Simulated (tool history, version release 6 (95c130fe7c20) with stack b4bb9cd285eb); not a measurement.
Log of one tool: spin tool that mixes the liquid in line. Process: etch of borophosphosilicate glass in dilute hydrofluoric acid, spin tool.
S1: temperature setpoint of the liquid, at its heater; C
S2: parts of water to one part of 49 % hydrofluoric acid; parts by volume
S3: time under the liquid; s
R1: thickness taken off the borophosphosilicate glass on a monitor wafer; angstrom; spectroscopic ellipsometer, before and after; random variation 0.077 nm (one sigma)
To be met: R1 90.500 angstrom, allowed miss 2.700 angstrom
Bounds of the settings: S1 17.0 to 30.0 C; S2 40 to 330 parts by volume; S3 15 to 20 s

run,day,S1,S2,S3,R1
1,0.000,22.0,185,20,63.612
2,0.217,22.0,230,20,49.424
3,0.521,23.5,220,20,54.693
4,0.758,24.5,210,20,59.961
5,0.979,24.5,210,20,59.744
6,1.192,25.5,200,20,66.118
7,1.254,26.5,195,20,70.755
8,1.358,30.0,170,20,94.488
9,1.638,29.5,170,20,93.381

Which of these 5 next moves meets every target?
A,1.917,30.0,165,20,?
B,1.917,24.5,140,20,?
C,1.917,30.0,170,20,?
D,1.917,29.0,165,20,?
E,1.917,28.0,165,20,?

move,R1
A,98.908
B,98.118
C,95.387
D,95.439
E,92.056
A: further off than the last run
B: further off than the last run
C: further off than the last run
D: further off than the last run
E: meets every target
Move E is the one to make.

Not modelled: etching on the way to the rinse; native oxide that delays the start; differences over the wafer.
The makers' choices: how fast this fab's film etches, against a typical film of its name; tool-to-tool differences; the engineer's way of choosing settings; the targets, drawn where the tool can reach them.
